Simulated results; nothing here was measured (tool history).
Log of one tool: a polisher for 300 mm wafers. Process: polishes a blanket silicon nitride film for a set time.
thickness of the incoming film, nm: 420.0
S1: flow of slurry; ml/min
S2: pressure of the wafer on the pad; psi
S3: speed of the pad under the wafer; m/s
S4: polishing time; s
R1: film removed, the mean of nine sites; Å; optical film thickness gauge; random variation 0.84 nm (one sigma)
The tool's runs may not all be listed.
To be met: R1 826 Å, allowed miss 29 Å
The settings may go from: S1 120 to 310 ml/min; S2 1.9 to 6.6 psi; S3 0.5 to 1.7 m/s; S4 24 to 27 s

Run 1, hour 0: S1 200 ml/min, S2 4.2 psi, S3 1.1 m/s, S4 27 s. Result: R1 688.16 Å.
Run 2, hour 2.6: S1 200 ml/min, S2 4.3 psi, S3 1.1 m/s, S4 27 s. Result: R1 712.36 Å.
Run 3, hour 10.2: S1 200 ml/min, S2 4.3 psi, S3 1.1 m/s, S4 24 s. Result: R1 631.3 Å.
Run 4, hour 18.8: S1 200 ml/min, S2 4.3 psi, S3 1.34 m/s, S4 24 s. Result: R1 732.22 Å.
Run 5, hour 26.5: S1 200 ml/min, S2 4.3 psi, S3 1.1 m/s, S4 24 s. Result: R1 620.02 Å.
Run 6, hour 28.2: S1 200 ml/min, S2 4.5 psi, S3 1.1 m/s, S4 24 s. Result: R1 667.69 Å.
Run 7, hour 32.6: S1 200 ml/min, S2 4.7 psi, S3 1.1 m/s, S4 24 s. Result: R1 692.51 Å.
Run 8, hour 40.5: S1 200 ml/min, S2 4.8 psi, S3 1.1 m/s, S4 24 s. Result: R1 694.06 Å.
Run 9, hour 47.4: S1 200 ml/min, S2 5 psi, S3 1.1 m/s, S4 24 s. Result: R1 722.05 Å.

Which of these 5 next moves meets every target?
Run A, hour 54.3: S1 145 ml/min, S2 4.6 psi, S3 1.06 m/s, S4 25 s. Result: R1 ?.
Run B, hour 54.3: S1 130 ml/min, S2 5.7 psi, S3 1.28 m/s, S4 25 s. Result: R1 ?.
Run C, hour 54.3: S1 220 ml/min, S2 4 psi, S3 1 m/s, S4 27 s. Result: R1 ?.
Run D, hour 54.3: S1 175 ml/min, S2 5.9 psi, S3 1.1 m/s, S4 24 s. Result: R1 ?.
Run E, hour 54.3: S1 215 ml/min, S2 4.3 psi, S3 1.22 m/s, S4 27 s. Result: R1 ?.

move      R1
   A  657.92
   B  924.47
   C  623.39
   D  842.45
   E  780.26
A: further off than the last run
B: takes the result that was furthest off past its target
C: further off than the last run
D: meets every target
E: nearer than the last run, and not there yet
The right move is D.
